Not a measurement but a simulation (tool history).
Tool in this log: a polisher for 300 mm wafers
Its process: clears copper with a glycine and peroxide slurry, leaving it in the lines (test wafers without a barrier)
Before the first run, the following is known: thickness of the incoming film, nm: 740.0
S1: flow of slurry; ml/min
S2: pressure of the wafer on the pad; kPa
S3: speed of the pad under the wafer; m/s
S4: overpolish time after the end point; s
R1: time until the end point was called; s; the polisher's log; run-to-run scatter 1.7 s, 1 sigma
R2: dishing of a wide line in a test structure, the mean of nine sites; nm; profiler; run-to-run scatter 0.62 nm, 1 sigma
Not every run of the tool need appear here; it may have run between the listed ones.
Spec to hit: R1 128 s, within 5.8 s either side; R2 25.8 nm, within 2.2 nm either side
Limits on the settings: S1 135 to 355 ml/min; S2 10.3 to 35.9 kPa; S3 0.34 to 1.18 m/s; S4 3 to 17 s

run	hour	S1	S2	S3	S4	R1	R2
1	0	225	22.8	0.76	9	169.82	18.592
2	2.6	225	24.8	0.76	9	161.69	18.995
3	7	225	20	0.76	9	186.36	17.181
4	8.6	225	15.9	0.76	9	211.38	16.492
5	10.5	225	15.9	0.64	9	239.31	14.625
6	11.8	225	20.7	0.66	10	207.35	17.931
7	12.6	225	24.1	0.68	10	176.17	19.898
8	18.3	225	26.2	0.68	10	171.56	20.753
9	26.2	225	28.3	0.68	10	159.04	21.126
10	28.9	225	29.6	0.68	10	157.09	21.994
11	30.6	225	31	0.7	10	148.26	21.526
12	33.3	225	32.4	0.7	10	140.12	22.355
13	42	225	33.1	0.7	10	138.96	22.572
14	43.6	225	33.8	0.7	10	141.95	22.794
15	48.9	225	34.5	0.72	10	132.51	22.372
16	57.7	225	35.2	0.72	10	132.57	22.41

Consider the 5 candidate settings below. Which is the only one whose results all fall within their allowed miss of target?
A	66.5	240	35.9	0.74	12	?	?
B	66.5	230	34.5	0.7	8	?	?
C	66.5	210	35.2	0.74	7	?	?
D	66.5	275	26.9	0.98	6	?	?
E	66.5	265	32.4	0.78	7	?	?

move	R1	R2
A	127.54	25.911
B	138.38	19.574
C	131.67	18.461
D	121.81	17.382
E	129.9	18.611
A: each result inside its tolerance
B: misses by more than the last run did
C: misses by more than the last run did
D: misses by more than the last run did
E: misses by more than the last run did
Move A is the one to make.
